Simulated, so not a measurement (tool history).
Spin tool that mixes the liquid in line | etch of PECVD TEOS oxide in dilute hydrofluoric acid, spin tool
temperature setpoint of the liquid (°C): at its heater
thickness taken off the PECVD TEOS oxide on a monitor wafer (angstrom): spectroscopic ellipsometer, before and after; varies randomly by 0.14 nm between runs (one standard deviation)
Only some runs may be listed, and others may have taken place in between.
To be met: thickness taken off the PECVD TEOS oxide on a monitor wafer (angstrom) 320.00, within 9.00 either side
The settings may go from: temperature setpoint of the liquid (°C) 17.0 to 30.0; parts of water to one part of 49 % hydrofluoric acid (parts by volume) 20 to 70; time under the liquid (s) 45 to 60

run,hour,temperature setpoint of the liquid (°C),parts of water to one part of 49 % hydrofluoric acid (parts by volume),time under the liquid (s),thickness taken off the PECVD TEOS oxide on a monitor wafer (angstrom)
1,0.0,22.0,40,60,135.00
2,1.2,23.5,40,60,142.86
3,3.9,23.5,40,60,142.67
4,12.6,23.5,40,45,107.06
5,14.0,21.5,35,50,126.07
6,21.5,24.0,30,55,181.18
7,27.0,25.5,25,55,231.34
8,31.4,27.0,25,55,247.60
9,33.8,28.0,25,55,258.05
10,41.3,28.5,25,55,264.08
11,49.7,30.0,20,55,353.84
12,56.3,29.5,20,55,345.25
13,64.2,29.5,20,55,345.79
14,64.9,29.0,20,55,338.38
15,69.9,28.5,20,55,329.80

Which of these 4 next moves meets every target?
A,74.9,27.0,20,60,?
B,74.9,30.0,20,55,?
C,74.9,27.5,20,55,?
D,74.9,27.5,20,60,?

move,thickness taken off the PECVD TEOS oxide on a monitor wafer (angstrom)
A,343.11
B,355.58
C,321.07
D,350.26
A: lands further from the targets than the last run did
B: lands further from the targets than the last run did
C: all results land within tolerance of their targets
D: lands further from the targets than the last run did
The move that meets every target is C.
